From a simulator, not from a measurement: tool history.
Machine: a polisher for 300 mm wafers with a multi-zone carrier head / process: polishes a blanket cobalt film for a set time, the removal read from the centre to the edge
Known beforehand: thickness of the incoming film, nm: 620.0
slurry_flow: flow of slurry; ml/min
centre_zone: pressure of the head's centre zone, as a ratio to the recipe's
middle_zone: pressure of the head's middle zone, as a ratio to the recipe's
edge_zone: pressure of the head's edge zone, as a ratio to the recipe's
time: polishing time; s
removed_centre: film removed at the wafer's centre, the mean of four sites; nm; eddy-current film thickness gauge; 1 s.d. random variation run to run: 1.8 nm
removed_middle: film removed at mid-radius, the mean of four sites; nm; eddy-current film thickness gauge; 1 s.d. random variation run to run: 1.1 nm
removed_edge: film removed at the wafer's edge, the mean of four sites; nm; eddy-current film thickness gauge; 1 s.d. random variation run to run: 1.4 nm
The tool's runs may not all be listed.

Run 1, hour 0: slurry_flow 260 ml/min, centre_zone 1, middle_zone 1, edge_zone 1, time 43 s. Result: removed_centre 190.1 nm, removed_middle 195.49 nm, removed_edge 197.82 nm.
Run 2, hour 5.6: slurry_flow 255 ml/min, centre_zone 1.01, middle_zone 1, edge_zone 0.97, time 42 s. Result: removed_centre 186.48 nm, removed_middle 191.05 nm, removed_edge 187.16 nm.
Run 3, hour 7: slurry_flow 320 ml/min, centre_zone 1.01, middle_zone 1, edge_zone 0.97, time 42 s. Result: removed_centre 195.32 nm, removed_middle 192.12 nm, removed_edge 192.38 nm.
Run 4, hour 14.2: slurry_flow 320 ml/min, centre_zone 1.01, middle_zone 1.06, edge_zone 0.97, time 42 s. Result: removed_centre 193.16 nm, removed_middle 202.05 nm, removed_edge 191.66 nm.
Run 5, hour 15.7: slurry_flow 350 ml/min, centre_zone 1.01, middle_zone 1.06, edge_zone 0.97, time 42 s. Result: removed_centre 197.39 nm, removed_middle 206.59 nm, removed_edge 193.58 nm.
Run 6, hour 21.2: slurry_flow 350 ml/min, centre_zone 1.01, middle_zone 0.99, edge_zone 0.97, time 42 s. Result: removed_centre 196.72 nm, removed_middle 195.92 nm, removed_edge 192.42 nm.
Run 7, hour 29.7: slurry_flow 350 ml/min, centre_zone 1.01, middle_zone 0.99, edge_zone 0.97, time 42 s. Result: removed_centre 193.89 nm, removed_middle 193.36 nm, removed_edge 193.27 nm.
Run 8, hour 36.5: slurry_flow 345 ml/min, centre_zone 1.02, middle_zone 0.98, edge_zone 0.95, time 42 s. Result: removed_centre 198.73 nm, removed_middle 192.6 nm, removed_edge 191.27 nm.
Run 9, hour 45: slurry_flow 340 ml/min, centre_zone 1.02, middle_zone 0.97, edge_zone 0.93, time 41 s. Result: removed_centre 188.83 nm, removed_middle 185.37 nm, removed_edge 184.42 nm.
Run 10, hour 49.1: slurry_flow 340 ml/min, centre_zone 1.02, middle_zone 0.97, edge_zone 0.93, time 41 s. Result: removed_centre 190.62 nm, removed_middle 185.88 nm, removed_edge 185.06 nm.
Run 11, hour 49.6: slurry_flow 335 ml/min, centre_zone 1.03, middle_zone 0.97, edge_zone 0.91, time 40 s. Result: removed_centre 188.81 nm, removed_middle 182.73 nm, removed_edge 180.34 nm.

Run 12 is up next; what results do you expect?
Run 12, hour 56.9: slurry_flow 335 ml/min, centre_zone 1.04, middle_zone 0.97, edge_zone 0.9, time 39 s. Result: removed_centre ?, removed_middle ?, removed_edge ?.

{"run 12": {"removed_centre": 184.61, "removed_middle": 177.03, "removed_edge": 174.67}}

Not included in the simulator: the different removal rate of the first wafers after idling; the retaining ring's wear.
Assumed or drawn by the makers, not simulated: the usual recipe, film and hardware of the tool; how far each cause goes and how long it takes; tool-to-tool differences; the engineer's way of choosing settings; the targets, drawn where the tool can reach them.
